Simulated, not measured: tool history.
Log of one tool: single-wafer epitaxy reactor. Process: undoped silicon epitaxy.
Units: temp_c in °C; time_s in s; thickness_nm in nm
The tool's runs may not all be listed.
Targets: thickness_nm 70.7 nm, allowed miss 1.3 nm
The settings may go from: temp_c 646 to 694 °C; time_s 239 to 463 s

{"run": 1, "day": 0.0, "temp_c": 670, "time_s": 351, "thickness_nm": 87.989}
{"run": 2, "day": 0.054, "temp_c": 681, "time_s": 351, "thickness_nm": 113.96}
{"run": 3, "day": 0.429, "temp_c": 686, "time_s": 351, "thickness_nm": 128.41}
{"run": 4, "day": 0.542, "temp_c": 678, "time_s": 350, "thickness_nm": 105.7}
{"run": 5, "day": 0.667, "temp_c": 686, "time_s": 350, "thickness_nm": 127.54}
{"run": 6, "day": 0.767, "temp_c": 686, "time_s": 314, "thickness_nm": 113.18}
{"run": 7, "day": 1.025, "temp_c": 679, "time_s": 313, "thickness_nm": 96.788}
{"run": 8, "day": 1.338, "temp_c": 675, "time_s": 313, "thickness_nm": 87.621}
{"run": 9, "day": 1.408, "temp_c": 672, "time_s": 313, "thickness_nm": 81.971}
{"run": 10, "day": 1.542, "temp_c": 670, "time_s": 313, "thickness_nm": 77.977}
{"run": 11, "day": 1.579, "temp_c": 669, "time_s": 313, "thickness_nm": 76.488}
{"run": 12, "day": 1.621, "temp_c": 668, "time_s": 313, "thickness_nm": 74.272}
{"run": 13, "day": 1.7, "temp_c": 667, "time_s": 313, "thickness_nm": 72.031}

Which of these 5 next moves meets every target?
{"run": "A", "day": 1.779, "temp_c": 667, "time_s": 323, "thickness_nm": "?"}
{"run": "B", "day": 1.779, "temp_c": 668, "time_s": 315, "thickness_nm": "?"}
{"run": "C", "day": 1.779, "temp_c": 669, "time_s": 300, "thickness_nm": "?"}
{"run": "D", "day": 1.779, "temp_c": 670, "time_s": 294, "thickness_nm": "?"}
{"run": "E", "day": 1.779, "temp_c": 670, "time_s": 285, "thickness_nm": "?"}

move=A thickness_nm=75.192
move=B thickness_nm=75.107
move=C thickness_nm=73.259
move=D thickness_nm=73.525
move=E thickness_nm=71.274
A: further off than the last run
B: further off than the last run
C: further off than the last run
D: further off than the last run
E: meets every target
The right move is E.
